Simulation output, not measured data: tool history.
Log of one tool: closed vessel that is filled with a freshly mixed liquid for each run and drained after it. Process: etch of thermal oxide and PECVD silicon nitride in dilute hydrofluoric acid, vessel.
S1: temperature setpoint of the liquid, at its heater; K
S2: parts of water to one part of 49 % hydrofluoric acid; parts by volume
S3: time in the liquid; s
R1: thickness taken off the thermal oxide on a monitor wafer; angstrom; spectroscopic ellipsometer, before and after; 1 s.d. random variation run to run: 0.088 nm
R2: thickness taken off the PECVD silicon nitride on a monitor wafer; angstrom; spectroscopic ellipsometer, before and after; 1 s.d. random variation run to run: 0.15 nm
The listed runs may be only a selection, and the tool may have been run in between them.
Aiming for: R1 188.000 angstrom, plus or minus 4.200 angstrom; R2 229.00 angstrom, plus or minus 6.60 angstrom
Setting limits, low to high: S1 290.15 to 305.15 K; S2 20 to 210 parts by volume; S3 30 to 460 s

| run | hour | S1 | S2 | S3 | R1 | R2 |
|---|---|---|---|---|---|---|
| 1 | 0.0 | 297.15 | 115 | 235 | 91.795 | 120.06 |
| 2 | 8.0 | 297.65 | 95 | 230 | 114.190 | 147.52 |
| 3 | 10.6 | 297.65 | 95 | 280 | 139.350 | 178.57 |
| 4 | 18.0 | 297.65 | 75 | 280 | 180.100 | 223.23 |
| 5 | 20.7 | 297.65 | 70 | 280 | 194.210 | 242.89 |
| 6 | 25.7 | 294.65 | 70 | 280 | 170.550 | 197.89 |
| 7 | 27.3 | 295.15 | 70 | 280 | 175.370 | 203.07 |
| 8 | 34.0 | 295.65 | 70 | 280 | 178.840 | 210.49 |
| 9 | 37.0 | 296.15 | 70 | 280 | 181.590 | 220.11 |

Exactly one of the 4 candidate moves below puts every result within its allowed miss. Which one?
| A | 40.0 | 297.65 | 100 | 370 | ? | ? |
| B | 40.0 | 296.65 | 70 | 285 | ? | ? |
| C | 40.0 | 295.65 | 70 | 285 | ? | ? |
| D | 40.0 | 300.65 | 60 | 190 | ? | ? |

| move | R1 | R2 |
|---|---|---|
| A | 172.350 | 225.40 |
| B | 189.210 | 230.91 |
| C | 181.640 | 215.88 |
| D | 175.160 | 233.53 |
A: the biggest miss grows against the last run
B: meets every target
C: the biggest miss grows against the last run
D: the biggest miss grows against the last run
Correct choice: B, which meets every target
